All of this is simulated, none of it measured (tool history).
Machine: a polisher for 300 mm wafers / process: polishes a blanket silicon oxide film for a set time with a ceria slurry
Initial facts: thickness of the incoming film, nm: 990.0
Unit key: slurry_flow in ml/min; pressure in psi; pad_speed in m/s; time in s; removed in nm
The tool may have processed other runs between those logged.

run,day,slurry_flow,pressure,pad_speed,time,removed
1,0.000,120,3.8,1.14,21,125.28
2,0.288,120,3.8,1.14,21,126.92
3,0.371,125,4.1,1.14,21,133.39
4,0.396,125,4.7,1.14,21,153.80
5,0.458,125,4.9,1.14,21,161.23
6,0.738,125,4.9,0.98,21,138.02
7,0.904,145,5.9,1.06,21,179.80

Run 8 has not been measured yet. What should we expect?
8,0.958,145,5.9,1.08,21,?

{"run 8": {"removed": 183.4}}

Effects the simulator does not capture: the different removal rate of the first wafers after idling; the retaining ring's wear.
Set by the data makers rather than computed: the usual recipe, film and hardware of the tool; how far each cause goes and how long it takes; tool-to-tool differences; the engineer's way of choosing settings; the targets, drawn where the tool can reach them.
